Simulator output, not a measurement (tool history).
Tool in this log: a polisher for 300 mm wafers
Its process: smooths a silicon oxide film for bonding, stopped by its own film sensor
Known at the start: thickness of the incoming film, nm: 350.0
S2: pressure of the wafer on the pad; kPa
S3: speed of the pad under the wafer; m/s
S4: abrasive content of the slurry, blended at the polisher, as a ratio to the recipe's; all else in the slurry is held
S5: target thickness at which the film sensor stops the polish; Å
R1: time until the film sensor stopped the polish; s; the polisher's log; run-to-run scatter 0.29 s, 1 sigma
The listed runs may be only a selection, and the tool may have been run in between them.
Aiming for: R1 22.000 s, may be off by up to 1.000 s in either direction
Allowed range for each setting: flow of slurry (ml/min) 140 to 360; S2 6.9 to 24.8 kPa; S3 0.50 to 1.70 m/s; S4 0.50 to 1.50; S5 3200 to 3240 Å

run 1 hour=0.0 | flow_of_slurry_(ml/min)=230 S2=15.9 S3=1.10 S4=1.00 S5=3200 | R1=38.396
run 2 hour=4.3 | flow_of_slurry_(ml/min)=230 S2=15.9 S3=1.26 S4=1.00 S5=3200 | R1=34.310
run 3 hour=12.5 | flow_of_slurry_(ml/min)=230 S2=15.9 S3=1.26 S4=1.00 S5=3200 | R1=34.400
run 4 hour=14.8 | flow_of_slurry_(ml/min)=230 S2=17.2 S3=1.26 S4=1.00 S5=3200 | R1=31.491
run 5 hour=21.0 | flow_of_slurry_(ml/min)=230 S2=17.9 S3=1.26 S4=1.00 S5=3200 | R1=30.459
run 6 hour=26.4 | flow_of_slurry_(ml/min)=230 S2=17.9 S3=1.26 S4=1.00 S5=3240 | R1=25.735
run 7 hour=27.4 | flow_of_slurry_(ml/min)=230 S2=18.6 S3=1.26 S4=1.00 S5=3240 | R1=25.393
run 8 hour=30.0 | flow_of_slurry_(ml/min)=230 S2=19.3 S3=1.26 S4=1.00 S5=3240 | R1=24.274
run 9 hour=35.5 | flow_of_slurry_(ml/min)=230 S2=20.0 S3=1.26 S4=1.00 S5=3240 | R1=24.173

Which single option among these 4 for the next run brings every result within its allowed miss of target? Just one does.
run A hour=41.0 | flow_of_slurry_(ml/min)=220 S2=20.7 S3=1.22 S4=1.05 S5=3210 | R1=?
run B hour=41.0 | flow_of_slurry_(ml/min)=270 S2=18.6 S3=1.56 S4=0.95 S5=3240 | R1=?
run C hour=41.0 | flow_of_slurry_(ml/min)=250 S2=21.4 S3=1.26 S4=0.90 S5=3230 | R1=?
run D hour=41.0 | flow_of_slurry_(ml/min)=205 S2=17.2 S3=1.44 S4=1.05 S5=3200 | R1=?

move=A R1=25.960
move=B R1=22.146
move=C R1=24.834
move=D R1=28.253
A: the biggest miss grows against the last run
B: each result inside its tolerance
C: the biggest miss grows against the last run
D: the biggest miss grows against the last run
Answer: B
